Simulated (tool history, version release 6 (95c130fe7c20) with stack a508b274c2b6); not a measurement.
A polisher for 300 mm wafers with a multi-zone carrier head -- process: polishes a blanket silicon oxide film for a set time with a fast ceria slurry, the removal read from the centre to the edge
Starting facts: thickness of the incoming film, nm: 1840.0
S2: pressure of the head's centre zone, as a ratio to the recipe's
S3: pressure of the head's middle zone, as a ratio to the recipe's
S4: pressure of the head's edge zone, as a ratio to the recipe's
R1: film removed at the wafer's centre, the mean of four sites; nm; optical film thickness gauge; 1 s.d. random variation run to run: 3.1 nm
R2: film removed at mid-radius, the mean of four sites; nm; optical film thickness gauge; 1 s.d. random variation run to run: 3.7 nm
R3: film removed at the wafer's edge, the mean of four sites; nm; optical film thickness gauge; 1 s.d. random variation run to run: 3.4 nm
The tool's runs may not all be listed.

run 1 hour=0 | flow_of_slurry_(ml/min)=155 S2=1 S3=1 S4=1 polishing_time_(s)=35 | R1=435.76 R2=409.49 R3=420.59
run 2 hour=3.1 | flow_of_slurry_(ml/min)=155 S2=1 S3=1.08 S4=1 polishing_time_(s)=35 | R1=431.76 R2=440.91 R3=420.42
run 3 hour=5.8 | flow_of_slurry_(ml/min)=170 S2=0.99 S3=1.09 S4=1.03 polishing_time_(s)=35 | R1=431.68 R2=448.97 R3=436.11
run 4 hour=10.2 | flow_of_slurry_(ml/min)=170 S2=1.03 S3=1.09 S4=1.03 polishing_time_(s)=35 | R1=455.5 R2=451.8 R3=434.32
run 5 hour=17.7 | flow_of_slurry_(ml/min)=170 S2=0.99 S3=1.09 S4=1.03 polishing_time_(s)=35 | R1=439.76 R2=451.69 R3=438.69
run 6 hour=22.1 | flow_of_slurry_(ml/min)=180 S2=0.98 S3=1.1 S4=1.04 polishing_time_(s)=35 | R1=430.34 R2=462.56 R3=435.57

Run 7 has not been measured yet. What should we expect?
run 7 hour=25.1 | flow_of_slurry_(ml/min)=205 S2=1 S3=1.09 S4=1.14 polishing_time_(s)=37 | R1=? R2=? R3=?

Run 7 came out at R1 482.7 nm, R2 495.18 nm, R3 496.99 nm.
